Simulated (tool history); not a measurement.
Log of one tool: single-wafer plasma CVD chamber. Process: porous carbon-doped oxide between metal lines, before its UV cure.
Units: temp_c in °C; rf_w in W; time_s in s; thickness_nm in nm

run 1 day=0 | temp_c=320 rf_w=555 time_s=52 | thickness_nm=254.49
run 2 day=0.3 | temp_c=316 rf_w=585 time_s=52.2 | thickness_nm=273.6
run 3 day=0.358 | temp_c=312 rf_w=585 time_s=52.2 | thickness_nm=279.73
run 4 day=0.4 | temp_c=309 rf_w=600 time_s=52.3 | thickness_nm=290.16
run 5 day=0.767 | temp_c=309 rf_w=600 time_s=53.8 | thickness_nm=300.39
run 6 day=0.896 | temp_c=306 rf_w=605 time_s=53.8 | thickness_nm=307.24

Forecast run 7:
-- day=0.929 thermocouple changed; heater temperature recalibrated
run 7 day=0.929 | temp_c=304 rf_w=610 time_s=53.8 | thickness_nm=?

{"run 7": {"thickness_nm": 305.01}}
